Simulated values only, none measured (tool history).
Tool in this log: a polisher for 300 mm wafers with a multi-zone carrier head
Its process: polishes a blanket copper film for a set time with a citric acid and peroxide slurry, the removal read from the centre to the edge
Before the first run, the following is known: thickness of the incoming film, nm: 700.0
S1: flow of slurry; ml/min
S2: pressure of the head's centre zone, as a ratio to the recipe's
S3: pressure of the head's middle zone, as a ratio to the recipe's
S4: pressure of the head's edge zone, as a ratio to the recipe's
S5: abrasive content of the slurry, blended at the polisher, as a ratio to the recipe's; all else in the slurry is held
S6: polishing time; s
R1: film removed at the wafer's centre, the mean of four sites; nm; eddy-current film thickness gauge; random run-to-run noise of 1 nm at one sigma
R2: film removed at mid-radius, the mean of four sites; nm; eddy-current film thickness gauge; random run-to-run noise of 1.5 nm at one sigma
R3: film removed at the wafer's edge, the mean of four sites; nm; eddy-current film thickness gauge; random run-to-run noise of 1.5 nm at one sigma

| run | hour | S1 | S2 | S3 | S4 | S5 | S6 | R1 | R2 | R3 |
|---|---|---|---|---|---|---|---|---|---|---|
| 1 | 0 | 240 | 1 | 1 | 1 | 1 | 79 | 150.06 | 155.35 | 158.59 |
| 2 | 1.4 | 240 | 1.06 | 1 | 1 | 1 | 79 | 162.49 | 151.66 | 157.72 |
| 3 | 10 | 240 | 1.06 | 1 | 1 | 1 | 72 | 146.1 | 141.17 | 142.59 |
| 4 | 16.1 | 240 | 1.06 | 1 | 1 | 0.9 | 72 | 141.88 | 138.38 | 140.06 |
| 5 | 19.1 | 235 | 1.06 | 1 | 0.99 | 0.9 | 72 | 142.08 | 138.17 | 138.21 |
| 6 | 20 | 235 | 1.06 | 1 | 0.99 | 0.85 | 72 | 139.9 | 132.82 | 134.81 |

For run 7, what comes out?
| 7 | 24.9 | 235 | 1.06 | 1 | 0.99 | 0.85 | 72 | ? | ? | ? |

Run 7 gave R1 137.56 nm, R2 137.87 nm, R3 134.12 nm.
